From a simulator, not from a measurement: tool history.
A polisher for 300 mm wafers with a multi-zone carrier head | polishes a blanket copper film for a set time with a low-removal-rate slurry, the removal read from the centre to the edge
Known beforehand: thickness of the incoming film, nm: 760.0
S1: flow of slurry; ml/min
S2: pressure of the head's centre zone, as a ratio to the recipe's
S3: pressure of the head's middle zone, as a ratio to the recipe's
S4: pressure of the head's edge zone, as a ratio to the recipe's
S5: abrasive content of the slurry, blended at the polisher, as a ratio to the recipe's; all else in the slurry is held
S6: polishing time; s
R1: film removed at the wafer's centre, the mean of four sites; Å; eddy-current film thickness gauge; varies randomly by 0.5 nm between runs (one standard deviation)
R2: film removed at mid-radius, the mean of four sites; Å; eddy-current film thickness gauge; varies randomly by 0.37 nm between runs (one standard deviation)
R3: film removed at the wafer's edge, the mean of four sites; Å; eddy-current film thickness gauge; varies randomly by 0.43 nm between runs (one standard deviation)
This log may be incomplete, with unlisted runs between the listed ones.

Run 1, hour 0.0: S1 280 ml/min, S2 1.00, S3 1.00, S4 1.00, S5 1.00, S6 46 s. Result: R1 957.10 Å, R2 949.56 Å, R3 953.05 Å.
Run 2, hour 2.7: S1 265 ml/min, S2 0.95, S3 0.95, S4 1.00, S5 0.85, S6 40 s. Result: R1 761.99 Å, R2 770.35 Å, R3 801.48 Å.
Run 3, hour 11.5: S1 265 ml/min, S2 0.95, S3 0.95, S4 0.92, S5 0.85, S6 40 s. Result: R1 779.50 Å, R2 760.89 Å, R3 771.05 Å.
Run 4, hour 16.9: S1 320 ml/min, S2 0.95, S3 0.95, S4 0.92, S5 0.85, S6 40 s. Result: R1 796.41 Å, R2 780.92 Å, R3 791.12 Å.
Run 5, hour 23.7: S1 320 ml/min, S2 0.95, S3 0.95, S4 0.92, S5 0.75, S6 40 s. Result: R1 769.71 Å, R2 764.21 Å, R3 781.84 Å.
Run 6, hour 30.7: S1 320 ml/min, S2 0.95, S3 0.95, S4 0.92, S5 0.75, S6 30 s. Result: R1 569.04 Å, R2 571.58 Å, R3 585.66 Å.
Run 7, hour 32.1: S1 310 ml/min, S2 0.92, S3 0.91, S4 0.94, S5 0.70, S6 29 s. Result: R1 535.20 Å, R2 529.25 Å, R3 555.77 Å.
Run 8, hour 39.5: S1 305 ml/min, S2 0.89, S3 0.88, S4 0.99, S5 0.65, S6 29 s. Result: R1 507.41 Å, R2 513.92 Å, R3 573.90 Å.
Run 9, hour 43.1: S1 295 ml/min, S2 0.87, S3 0.86, S4 0.99, S5 0.60, S6 29 s. Result: R1 489.88 Å, R2 492.83 Å, R3 559.11 Å.

Forecast run 10:
Run 10, hour 46.7: S1 285 ml/min, S2 0.85, S3 0.85, S4 0.99, S5 0.60, S6 29 s. Result: R1 ?, R2 ?, R3 ?.

Run 10 came out at R1 470.47 Å, R2 483.62 Å, R3 558.66 Å.

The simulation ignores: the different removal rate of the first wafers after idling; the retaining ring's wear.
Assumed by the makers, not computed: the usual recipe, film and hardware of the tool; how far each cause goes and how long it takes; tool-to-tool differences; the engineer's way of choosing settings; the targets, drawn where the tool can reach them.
